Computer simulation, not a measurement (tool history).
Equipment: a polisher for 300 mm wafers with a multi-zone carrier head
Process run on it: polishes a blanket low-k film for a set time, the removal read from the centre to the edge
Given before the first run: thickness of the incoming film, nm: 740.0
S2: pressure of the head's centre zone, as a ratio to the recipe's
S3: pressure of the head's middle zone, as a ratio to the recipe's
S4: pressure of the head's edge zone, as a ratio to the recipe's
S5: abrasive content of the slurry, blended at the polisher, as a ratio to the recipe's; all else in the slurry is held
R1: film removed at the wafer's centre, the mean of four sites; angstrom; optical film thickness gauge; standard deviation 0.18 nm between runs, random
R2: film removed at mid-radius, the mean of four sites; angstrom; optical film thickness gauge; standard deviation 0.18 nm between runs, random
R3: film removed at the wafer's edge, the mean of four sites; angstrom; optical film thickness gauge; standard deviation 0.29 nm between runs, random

Run 1, hour 0.0: flow of slurry (ml/min) 265, S2 1.00, S3 1.00, S4 1.00, S5 1.00, polishing time (s) 80. Result: R1 227.61 angstrom, R2 222.99 angstrom, R3 231.08 angstrom.
Run 2, hour 0.9: flow of slurry (ml/min) 265, S2 1.00, S3 1.00, S4 0.96, S5 1.00, polishing time (s) 80. Result: R1 226.33 angstrom, R2 223.64 angstrom, R3 225.24 angstrom.
Run 3, hour 6.9: flow of slurry (ml/min) 265, S2 1.00, S3 1.04, S4 0.96, S5 1.00, polishing time (s) 80. Result: R1 224.70 angstrom, R2 234.99 angstrom, R3 222.33 angstrom.
Run 4, hour 15.4: flow of slurry (ml/min) 265, S2 1.00, S3 1.04, S4 0.96, S5 1.20, polishing time (s) 80. Result: R1 249.17 angstrom, R2 256.36 angstrom, R3 242.13 angstrom.
Run 5, hour 22.5: flow of slurry (ml/min) 265, S2 1.00, S3 1.04, S4 1.02, S5 1.20, polishing time (s) 80. Result: R1 252.74 angstrom, R2 251.61 angstrom, R3 250.31 angstrom.
Run 6, hour 31.5: flow of slurry (ml/min) 265, S2 1.00, S3 1.12, S4 1.02, S5 1.20, polishing time (s) 80. Result: R1 244.18 angstrom, R2 271.59 angstrom, R3 256.85 angstrom.
Run 7, hour 35.3: flow of slurry (ml/min) 260, S2 1.00, S3 1.09, S4 1.00, S5 1.15, polishing time (s) 80. Result: R1 243.80 angstrom, R2 257.29 angstrom, R3 244.98 angstrom.

Run 8, settings as shown, results not yet in. Your forecast:
Run 8, hour 40.7: flow of slurry (ml/min) 255, S2 1.00, S3 1.06, S4 0.98, S5 1.15, polishing time (s) 80. Result: R1 ?, R2 ?, R3 ?.

For run 8 the tool returned R1 241.54 angstrom, R2 253.84 angstrom, R3 237.40 angstrom.
